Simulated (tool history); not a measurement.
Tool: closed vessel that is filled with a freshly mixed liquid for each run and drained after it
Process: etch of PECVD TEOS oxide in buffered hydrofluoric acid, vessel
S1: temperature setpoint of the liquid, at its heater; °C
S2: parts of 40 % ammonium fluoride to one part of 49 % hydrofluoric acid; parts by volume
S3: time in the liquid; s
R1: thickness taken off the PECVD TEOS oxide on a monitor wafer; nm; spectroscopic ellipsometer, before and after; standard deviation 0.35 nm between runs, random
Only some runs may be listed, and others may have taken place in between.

| run | hour | S1 | S2 | S3 | R1 |
|---|---|---|---|---|---|
| 1 | 0 | 25 | 23.5 | 95 | 77.029 |
| 2 | 6.9 | 25 | 23.5 | 95 | 76.925 |
| 3 | 15.7 | 22.5 | 23.5 | 95 | 67.243 |
| 4 | 18.7 | 23 | 23.5 | 95 | 69.012 |
|  | 21 | hydrofluoric acid flow meter replaced |
| 5 | 21 | 23 | 18.5 | 95 | 78.487 |
| 6 | 27.3 | 23 | 23 | 95 | 66.225 |
| 7 | 30.9 | 23.5 | 23 | 95 | 67.704 |
| 8 | 38.2 | 24 | 23 | 95 | 69.781 |

Predict the results of run 9:
| 9 | 39.9 | 24.5 | 23 | 95 | ? |

{"run 9": {"R1": 71.905}}
